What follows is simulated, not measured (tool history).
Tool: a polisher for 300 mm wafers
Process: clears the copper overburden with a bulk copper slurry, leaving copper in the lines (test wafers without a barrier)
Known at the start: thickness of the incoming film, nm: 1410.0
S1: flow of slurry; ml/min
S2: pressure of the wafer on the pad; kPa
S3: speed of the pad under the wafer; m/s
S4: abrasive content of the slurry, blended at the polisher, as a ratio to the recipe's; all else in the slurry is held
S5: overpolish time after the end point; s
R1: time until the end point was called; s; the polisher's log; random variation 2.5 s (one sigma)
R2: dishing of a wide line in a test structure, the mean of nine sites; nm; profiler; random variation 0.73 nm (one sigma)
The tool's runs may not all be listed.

| run | hour | S1 | S2 | S3 | S4 | S5 | R1 | R2 |
|---|---|---|---|---|---|---|---|---|
| 1 | 0.0 | 150 | 23.4 | 1.04 | 1.0 | 10 | 113.62 | 66.329 |
| 2 | 7.0 | 150 | 23.4 | 1.04 | 0.9 | 10 | 109.30 | 64.398 |
| 3 | 14.3 | 150 | 23.4 | 1.04 | 0.9 | 7 | 113.54 | 52.254 |
| 4 | 16.6 | 150 | 23.4 | 1.04 | 0.9 | 5 | 115.45 | 41.392 |
| 5 | 24.9 | 150 | 22.1 | 1.04 | 0.9 | 5 | 117.67 | 40.817 |
| 6 | 31.2 | 150 | 20.7 | 1.02 | 0.9 | 5 | 124.51 | 41.065 |
| 7 | 33.5 | 150 | 19.3 | 1.00 | 0.9 | 5 | 133.62 | 37.398 |
| 8 | 39.2 | 150 | 17.9 | 0.98 | 0.9 | 5 | 142.84 | 35.033 |
| 9 | 46.8 | 150 | 16.5 | 0.96 | 0.9 | 5 | 147.46 | 34.444 |
| 10 | 50.4 | 150 | 15.9 | 0.94 | 0.9 | 5 | 157.35 | 32.396 |
| 11 | 53.5 | 150 | 15.2 | 0.94 | 0.9 | 5 | 163.39 | 29.431 |
| 12 | 61.6 | 150 | 14.5 | 0.94 | 0.9 | 6 | 169.73 | 34.493 |
| 13 | 66.8 | 150 | 13.8 | 0.94 | 0.9 | 6 | 174.19 | 34.467 |
| 14 | 71.3 | 150 | 13.1 | 0.94 | 0.9 | 6 | 181.39 | 31.480 |
| 15 | 71.9 | 145 | 12.4 | 0.94 | 0.9 | 6 | 189.00 | 32.456 |
| 16 | 73.2 | 140 | 12.4 | 0.94 | 0.9 | 6 | 186.21 | 31.683 |

Forecast run 17:
| 17 | 78.9 | 140 | 12.4 | 0.94 | 0.9 | 6 | ? | ? |

Run 17 gave R1 188.62 s, R2 31.915 nm.
